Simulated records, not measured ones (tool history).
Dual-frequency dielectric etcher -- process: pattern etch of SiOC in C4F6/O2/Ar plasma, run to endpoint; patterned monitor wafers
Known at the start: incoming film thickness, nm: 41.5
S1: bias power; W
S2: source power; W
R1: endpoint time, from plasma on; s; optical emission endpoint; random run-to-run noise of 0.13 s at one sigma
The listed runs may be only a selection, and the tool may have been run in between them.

| run | hour | S1 | S2 | R1 |
|---|---|---|---|---|
| 1 | 0 | 570 | 400 | 12.763 |
| 2 | 7.5 | 570 | 440 | 12.284 |
| 3 | 10.6 | 531 | 420 | 12.895 |
| 4 | 18.8 | 585 | 420 | 12.145 |
| 5 | 27.7 | 545 | 410 | 12.841 |
| 6 | 29.8 | 545 | 340 | 14.435 |
| 7 | 36.4 | 526 | 340 | 14.57 |

Run 8, settings as shown, results not yet in. Your forecast:
| 8 | 41.3 | 508 | 340 | ? |

R1: 14.647 s
